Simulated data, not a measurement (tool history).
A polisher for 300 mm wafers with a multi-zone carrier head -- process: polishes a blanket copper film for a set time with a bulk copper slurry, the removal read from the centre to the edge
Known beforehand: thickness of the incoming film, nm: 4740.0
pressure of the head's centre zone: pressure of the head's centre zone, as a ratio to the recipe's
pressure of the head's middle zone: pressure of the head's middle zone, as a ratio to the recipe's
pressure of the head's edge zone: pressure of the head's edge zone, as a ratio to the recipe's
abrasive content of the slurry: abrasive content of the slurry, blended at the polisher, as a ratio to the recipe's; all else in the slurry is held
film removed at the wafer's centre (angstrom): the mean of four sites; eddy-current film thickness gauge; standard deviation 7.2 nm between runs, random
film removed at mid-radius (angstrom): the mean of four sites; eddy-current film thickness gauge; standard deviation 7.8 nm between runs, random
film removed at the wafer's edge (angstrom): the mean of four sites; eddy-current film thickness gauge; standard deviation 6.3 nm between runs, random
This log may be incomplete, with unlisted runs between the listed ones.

run,hour,flow of slurry (ml/min),pressure of the head's centre zone,pressure of the head's middle zone,pressure of the head's edge zone,abrasive content of the slurry,polishing time (s),film removed at the wafer's centre (angstrom),film removed at mid-radius (angstrom),film removed at the wafer's edge (angstrom)
1,0.0,175,1.00,1.00,1.00,1.00,48,5345.5,5604.1,5540.2
2,7.3,175,0.92,1.00,1.00,1.00,48,5005.8,5501.6,5554.5
3,8.3,175,0.97,1.00,1.00,1.00,48,5184.7,5546.1,5490.7
4,15.0,175,0.89,1.00,1.00,1.00,48,4887.6,5571.4,5524.2
5,21.0,190,0.94,1.03,1.01,1.10,48,5403.2,5901.2,5725.0
6,23.2,190,0.94,1.03,1.01,1.10,42,4664.1,5068.9,4959.9
7,26.7,195,0.95,1.06,1.03,1.25,44,4981.0,5722.2,5422.9
8,33.4,210,0.99,1.07,1.05,1.35,45,5444.9,6126.8,5833.7
9,40.8,220,1.02,1.08,1.05,1.40,45,5719.9,6225.1,5775.9

Expected results for the next run?
10,42.0,225,1.04,1.09,1.07,1.45,46,?,?,?

{"run 10": {"film removed at the wafer's centre (angstrom)": 5969.9, "film removed at mid-radius (angstrom)": 6538.8, "film removed at the wafer's edge (angstrom)": 6069.2}}

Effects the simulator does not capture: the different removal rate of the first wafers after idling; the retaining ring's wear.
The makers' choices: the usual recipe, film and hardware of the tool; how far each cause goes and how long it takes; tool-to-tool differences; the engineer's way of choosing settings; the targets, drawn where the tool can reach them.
